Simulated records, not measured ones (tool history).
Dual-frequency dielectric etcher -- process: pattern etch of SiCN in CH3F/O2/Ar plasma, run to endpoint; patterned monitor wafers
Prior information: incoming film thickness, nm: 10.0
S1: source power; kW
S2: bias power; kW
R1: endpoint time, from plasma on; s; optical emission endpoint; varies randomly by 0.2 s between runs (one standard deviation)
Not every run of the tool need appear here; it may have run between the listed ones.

run 1 hour=0.0 | S1=0.420 S2=0.068 | R1=26.274
run 2 hour=6.1 | S1=0.430 S2=0.069 | R1=26.198
run 3 hour=6.8 | S1=0.360 S2=0.069 | R1=27.373
run 4 hour=13.8 | S1=0.390 S2=0.069 | R1=26.187
run 5 hour=20.5 | S1=0.400 S2=0.071 | R1=26.348
run 6 hour=29.2 | S1=0.420 S2=0.073 | R1=25.970
run 7 hour=35.3 | S1=0.440 S2=0.076 | R1=24.521

Run 8 comes next. What will it give?
run 8 hour=41.0 | S1=0.450 S2=0.077 | R1=?

Run 8 yielded R1 24.834 s.

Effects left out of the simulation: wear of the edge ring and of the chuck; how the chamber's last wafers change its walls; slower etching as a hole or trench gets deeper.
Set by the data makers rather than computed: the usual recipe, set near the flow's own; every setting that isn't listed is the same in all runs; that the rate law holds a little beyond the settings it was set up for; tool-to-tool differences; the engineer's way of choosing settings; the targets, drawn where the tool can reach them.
